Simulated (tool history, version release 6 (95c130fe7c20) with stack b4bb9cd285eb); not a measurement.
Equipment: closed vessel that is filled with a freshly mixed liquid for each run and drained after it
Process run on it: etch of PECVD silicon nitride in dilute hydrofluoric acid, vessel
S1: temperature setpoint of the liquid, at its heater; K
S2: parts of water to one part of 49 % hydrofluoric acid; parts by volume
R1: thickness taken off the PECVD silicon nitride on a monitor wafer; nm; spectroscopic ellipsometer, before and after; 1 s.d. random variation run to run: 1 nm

{"run": 1, "hour": 0.0, "S1": 297.15, "S2": 85, "time in the liquid (s)": 1560, "R1": 36.697}
{"run": 2, "hour": 3.2, "S1": 298.65, "S2": 70, "time in the liquid (s)": 1575, "R1": 49.616}
{"run": 3, "hour": 12.1, "S1": 298.65, "S2": 90, "time in the liquid (s)": 1575, "R1": 38.354}
{"run": 4, "hour": 16.7, "S1": 300.15, "S2": 75, "time in the liquid (s)": 1580, "R1": 51.098}
{"run": 5, "hour": 18.8, "S1": 301.15, "S2": 65, "time in the liquid (s)": 1585, "R1": 63.185}
{"run": 6, "hour": 25.1, "S1": 302.15, "S2": 55, "time in the liquid (s)": 1585, "R1": 78.532}
{"run": 7, "hour": 29.6, "S1": 302.15, "S2": 55, "time in the liquid (s)": 1585, "R1": 79.7}
{"run": 8, "hour": 35.0, "S1": 302.65, "S2": 50, "time in the liquid (s)": 1585, "R1": 89.568}
{"run": 9, "hour": 42.1, "S1": 303.15, "S2": 45, "time in the liquid (s)": 1585, "R1": 102.84}
{"run": 10, "hour": 48.0, "S1": 303.65, "S2": 45, "time in the liquid (s)": 1585, "R1": 107.75}
{"run": 11, "hour": 51.6, "S1": 304.15, "S2": 45, "time in the liquid (s)": 1585, "R1": 109.62}

For run 12, what comes out?
{"run": 12, "hour": 53.8, "S1": 304.15, "S2": 40, "time in the liquid (s)": 1585, "R1": "?"}

R1: 124.520 nm
